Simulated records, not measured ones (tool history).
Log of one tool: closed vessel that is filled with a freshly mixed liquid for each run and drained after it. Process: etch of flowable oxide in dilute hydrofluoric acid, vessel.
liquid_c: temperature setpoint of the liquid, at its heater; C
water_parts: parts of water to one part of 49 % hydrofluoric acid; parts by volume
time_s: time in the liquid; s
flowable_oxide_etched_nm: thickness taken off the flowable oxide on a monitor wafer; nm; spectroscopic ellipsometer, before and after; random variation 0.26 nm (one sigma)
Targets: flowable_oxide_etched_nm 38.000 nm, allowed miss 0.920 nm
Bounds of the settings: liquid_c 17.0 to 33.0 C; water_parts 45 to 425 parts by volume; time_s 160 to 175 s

run,hour,liquid_c,water_parts,time_s,flowable_oxide_etched_nm
1,0.0,25.0,235,160,17.643
2,1.4,25.0,235,175,19.186
3,3.4,28.5,235,175,21.893
4,9.6,30.0,210,175,26.218
5,13.5,30.0,210,160,24.250
6,20.9,31.0,190,160,28.751
7,26.8,31.0,190,160,28.278
8,32.7,31.5,180,160,30.676
9,40.9,32.0,170,160,33.598
10,43.1,32.5,165,160,35.561

Which of these 5 next moves meets every target?
A,45.3,33.0,165,160,?
B,45.3,33.0,160,170,?
C,45.3,33.0,170,175,?
D,45.3,33.0,170,165,?
E,45.3,31.5,160,160,?

move,flowable_oxide_etched_nm
A,35.883
B,39.588
C,37.833
D,35.671
E,35.363
A: nearer than the last run, and not there yet
B: takes the result that was furthest off past its target
C: meets every target
D: as far off as the last run
E: further off than the last run
Move C is the one to make.

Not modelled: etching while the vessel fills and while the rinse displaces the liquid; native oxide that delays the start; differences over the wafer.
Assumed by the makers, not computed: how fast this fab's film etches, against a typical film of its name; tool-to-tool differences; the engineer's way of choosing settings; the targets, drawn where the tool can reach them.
